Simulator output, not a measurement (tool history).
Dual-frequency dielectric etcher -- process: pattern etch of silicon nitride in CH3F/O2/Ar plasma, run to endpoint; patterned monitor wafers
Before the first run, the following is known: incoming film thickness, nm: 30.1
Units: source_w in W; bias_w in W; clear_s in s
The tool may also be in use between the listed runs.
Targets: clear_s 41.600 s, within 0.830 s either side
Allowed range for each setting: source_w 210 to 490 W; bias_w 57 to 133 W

run 1 hour=0.0 | source_w=350 bias_w=95 | clear_s=46.724
run 2 hour=7.9 | source_w=370 bias_w=96 | clear_s=45.639
run 3 hour=14.7 | source_w=370 bias_w=103 | clear_s=44.526
run 4 hour=16.4 | source_w=310 bias_w=103 | clear_s=48.529
run 5 hour=21.8 | source_w=310 bias_w=97 | clear_s=48.920
run 6 hour=23.3 | source_w=280 bias_w=97 | clear_s=51.923
run 7 hour=27.6 | source_w=350 bias_w=102 | clear_s=45.653
run 8 hour=30.3 | source_w=360 bias_w=103 | clear_s=45.028
run 9 hour=32.9 | source_w=370 bias_w=104 | clear_s=44.332
run 10 hour=35.4 | source_w=380 bias_w=104 | clear_s=44.003

Which of these 5 next moves meets every target?
run A hour=37.9 | source_w=350 bias_w=112 | clear_s=?
run B hour=37.9 | source_w=400 bias_w=93 | clear_s=?
run C hour=37.9 | source_w=360 bias_w=86 | clear_s=?
run D hour=37.9 | source_w=330 bias_w=93 | clear_s=?
run E hour=37.9 | source_w=400 bias_w=110 | clear_s=?

move=A clear_s=43.704
move=B clear_s=43.857
move=C clear_s=47.424
move=D clear_s=48.145
move=E clear_s=41.287
A: nearer the targets than the last run, but a result is still out of spec
B: nearer the targets than the last run, but a result is still out of spec
C: the biggest miss grows against the last run
D: the biggest miss grows against the last run
E: meets every target
So the answer is move E, the one that meets all the targets.

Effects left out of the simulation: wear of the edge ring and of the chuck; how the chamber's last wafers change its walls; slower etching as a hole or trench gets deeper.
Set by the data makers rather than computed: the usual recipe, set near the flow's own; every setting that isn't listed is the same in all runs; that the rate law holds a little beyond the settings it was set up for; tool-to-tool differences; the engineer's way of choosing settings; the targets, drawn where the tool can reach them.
